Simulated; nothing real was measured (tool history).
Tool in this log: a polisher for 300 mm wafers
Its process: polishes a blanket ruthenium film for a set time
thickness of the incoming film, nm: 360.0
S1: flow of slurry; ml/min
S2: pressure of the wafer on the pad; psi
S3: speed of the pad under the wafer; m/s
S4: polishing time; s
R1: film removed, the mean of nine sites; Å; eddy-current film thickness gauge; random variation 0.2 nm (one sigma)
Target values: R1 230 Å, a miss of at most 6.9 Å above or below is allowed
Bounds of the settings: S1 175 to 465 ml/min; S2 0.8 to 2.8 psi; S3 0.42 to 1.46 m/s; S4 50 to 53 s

{"run": 1, "day": 0.0, "S1": 295, "S2": 1.8, "S3": 0.94, "S4": 50, "R1": 435.98}
{"run": 2, "day": 0.229, "S1": 295, "S2": 1.7, "S3": 0.94, "S4": 50, "R1": 410.2}
{"run": 3, "day": 0.471, "S1": 295, "S2": 1.6, "S3": 0.94, "S4": 50, "R1": 383.26}
{"run": 4, "day": 0.779, "S1": 295, "S2": 1.6, "S3": 0.76, "S4": 50, "R1": 311.17}
{"run": 5, "day": 0.817, "S1": 295, "S2": 1.9, "S3": 0.76, "S4": 50, "R1": 366.93}
{"run": 6, "day": 1.138, "S1": 295, "S2": 1.8, "S3": 0.76, "S4": 50, "R1": 345.49}
{"run": 7, "day": 1.258, "S1": 295, "S2": 1.7, "S3": 0.76, "S4": 50, "R1": 328.35}
{"run": 8, "day": 1.338, "S1": 295, "S2": 1.6, "S3": 0.76, "S4": 50, "R1": 313.13}
{"run": 9, "day": 1.375, "S1": 295, "S2": 1.5, "S3": 0.76, "S4": 50, "R1": 294.71}
{"run": 10, "day": 1.717, "S1": 295, "S2": 1.4, "S3": 0.76, "S4": 50, "R1": 276.17}
{"run": 11, "day": 1.867, "S1": 295, "S2": 1.2, "S3": 0.76, "S4": 50, "R1": 241.99}
{"run": 12, "day": 1.938, "S1": 290, "S2": 1.1, "S3": 0.76, "S4": 50, "R1": 220.88}
{"run": 13, "day": 2.021, "S1": 295, "S2": 1.1, "S3": 0.76, "S4": 50, "R1": 221.6}
{"run": 14, "day": 2.05, "S1": 300, "S2": 1.2, "S3": 0.76, "S4": 50, "R1": 238.86}
{"run": 15, "day": 2.358, "S1": 300, "S2": 1.1, "S3": 0.76, "S4": 50, "R1": 222.89}

Which of these 4 next moves meets every target?
{"run": "A", "day": 2.667, "S1": 300, "S2": 1.1, "S3": 0.72, "S4": 50, "R1": "?"}
{"run": "B", "day": 2.667, "S1": 325, "S2": 1, "S3": 0.74, "S4": 53, "R1": "?"}
{"run": "C", "day": 2.667, "S1": 300, "S2": 1.2, "S3": 0.68, "S4": 53, "R1": "?"}
{"run": "D", "day": 2.667, "S1": 280, "S2": 1.2, "S3": 0.76, "S4": 52, "R1": "?"}

move=A R1=208.79
move=B R1=209.34
move=C R1=227.01
move=D R1=246.67
A: the biggest miss grows against the last run
B: the biggest miss grows against the last run
C: all results land within tolerance of their targets
D: carries the result that was furthest off beyond its target, to the other side
Move C is the one to make.

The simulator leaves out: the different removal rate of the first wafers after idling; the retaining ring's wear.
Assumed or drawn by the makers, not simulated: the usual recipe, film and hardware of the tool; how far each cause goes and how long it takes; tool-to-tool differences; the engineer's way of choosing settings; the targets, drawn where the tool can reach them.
